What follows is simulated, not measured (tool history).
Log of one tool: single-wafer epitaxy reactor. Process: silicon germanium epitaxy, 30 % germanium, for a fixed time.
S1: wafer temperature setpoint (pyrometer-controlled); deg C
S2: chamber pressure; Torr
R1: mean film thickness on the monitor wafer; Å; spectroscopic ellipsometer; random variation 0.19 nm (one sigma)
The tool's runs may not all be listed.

Run 1, hour 0.0: S1 605 deg C, S2 21.2 Torr. Result: R1 700.17 Å.
Run 2, hour 2.1: S1 602 deg C, S2 21.2 Torr. Result: R1 655.65 Å.
Run 3, hour 9.2: S1 600 deg C, S2 21.2 Torr. Result: R1 628.48 Å.
Run 4, hour 13.6: S1 600 deg C, S2 18.7 Torr. Result: R1 616.48 Å.
At hour 19.1: capacitance manometer re-zeroed and calibrated.
Run 5, hour 19.1: S1 599 deg C, S2 18.7 Torr. Result: R1 602.58 Å.
Run 6, hour 21.2: S1 599 deg C, S2 21.3 Torr. Result: R1 624.52 Å.
Run 7, hour 23.6: S1 597 deg C, S2 21.3 Torr. Result: R1 596.33 Å.

Forecast run 8:
Run 8, hour 25.9: S1 596 deg C, S2 21.3 Torr. Result: R1 ?.

{"run 8": {"R1": 588.2}}

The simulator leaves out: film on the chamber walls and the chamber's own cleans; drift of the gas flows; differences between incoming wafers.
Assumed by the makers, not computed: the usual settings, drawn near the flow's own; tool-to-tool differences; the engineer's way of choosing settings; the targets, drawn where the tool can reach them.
